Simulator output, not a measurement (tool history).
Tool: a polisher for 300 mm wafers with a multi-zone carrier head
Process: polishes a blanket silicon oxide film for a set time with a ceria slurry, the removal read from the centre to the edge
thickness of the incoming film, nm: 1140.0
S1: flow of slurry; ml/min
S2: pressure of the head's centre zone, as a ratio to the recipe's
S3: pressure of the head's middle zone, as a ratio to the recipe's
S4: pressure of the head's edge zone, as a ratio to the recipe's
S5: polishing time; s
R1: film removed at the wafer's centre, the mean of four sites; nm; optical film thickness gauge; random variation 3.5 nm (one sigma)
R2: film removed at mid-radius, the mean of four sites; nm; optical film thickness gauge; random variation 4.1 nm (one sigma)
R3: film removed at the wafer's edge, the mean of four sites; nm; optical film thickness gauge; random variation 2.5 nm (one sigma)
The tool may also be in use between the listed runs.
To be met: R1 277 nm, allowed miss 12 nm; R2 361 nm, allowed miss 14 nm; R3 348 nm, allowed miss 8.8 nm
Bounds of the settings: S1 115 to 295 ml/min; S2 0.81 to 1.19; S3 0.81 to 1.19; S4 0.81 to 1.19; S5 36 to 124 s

{"run": 1, "day": 0.0, "S1": 190, "S2": 1, "S3": 1, "S4": 1, "S5": 79, "R1": 334.73, "R2": 331.89, "R3": 327.85}
{"run": 2, "day": 0.312, "S1": 190, "S2": 1, "S3": 1, "S4": 1.09, "S5": 79, "R1": 337.52, "R2": 327.41, "R3": 340.41}
{"run": 3, "day": 0.662, "S1": 185, "S2": 0.95, "S3": 1.03, "S4": 1.1, "S5": 79, "R1": 319.72, "R2": 330.86, "R3": 344.71}
{"run": 4, "day": 0.688, "S1": 185, "S2": 0.91, "S3": 1.07, "S4": 1.09, "S5": 79, "R1": 299.95, "R2": 351.56, "R3": 342.42}
{"run": 5, "day": 0.858, "S1": 185, "S2": 0.91, "S3": 1.12, "S4": 1.09, "S5": 79, "R1": 298.49, "R2": 366.9, "R3": 339.85}
{"run": 6, "day": 1.2, "S1": 180, "S2": 0.89, "S3": 1.12, "S4": 1.1, "S5": 79, "R1": 296.21, "R2": 360.25, "R3": 343.94}
{"run": 7, "day": 1.442, "S1": 180, "S2": 0.87, "S3": 1.12, "S4": 1.1, "S5": 79, "R1": 293.05, "R2": 362.84, "R3": 342.64}
{"run": 8, "day": 1.558, "S1": 180, "S2": 0.87, "S3": 1.12, "S4": 1.1, "S5": 79, "R1": 291.91, "R2": 359.81, "R3": 346.87}

Which of these 4 next moves meets every target?
{"run": "A", "day": 1.675, "S1": 180, "S2": 0.87, "S3": 1.17, "S4": 1.08, "S5": 75, "R1": "?", "R2": "?", "R3": "?"}
{"run": "B", "day": 1.675, "S1": 145, "S2": 0.85, "S3": 1.15, "S4": 1.15, "S5": 81, "R1": "?", "R2": "?", "R3": "?"}
{"run": "C", "day": 1.675, "S1": 135, "S2": 0.86, "S3": 1.14, "S4": 1.05, "S5": 83, "R1": "?", "R2": "?", "R3": "?"}
{"run": "D", "day": 1.675, "S1": 195, "S2": 0.96, "S3": 1.04, "S4": 1.06, "S5": 79, "R1": "?", "R2": "?", "R3": "?"}

move=A R1=275.92 R2=358.58 R3=320.02
move=B R1=276.97 R2=365.08 R3=345.7
move=C R1=281.59 R2=364.95 R3=334.21
move=D R1=325.6 R2=346 R3=337.94
A: brings the result that was furthest off to its target, and leaves another outside
B: meets every target
C: brings the result that was furthest off to its target, and leaves another outside
D: further off than the last run
Answer: B

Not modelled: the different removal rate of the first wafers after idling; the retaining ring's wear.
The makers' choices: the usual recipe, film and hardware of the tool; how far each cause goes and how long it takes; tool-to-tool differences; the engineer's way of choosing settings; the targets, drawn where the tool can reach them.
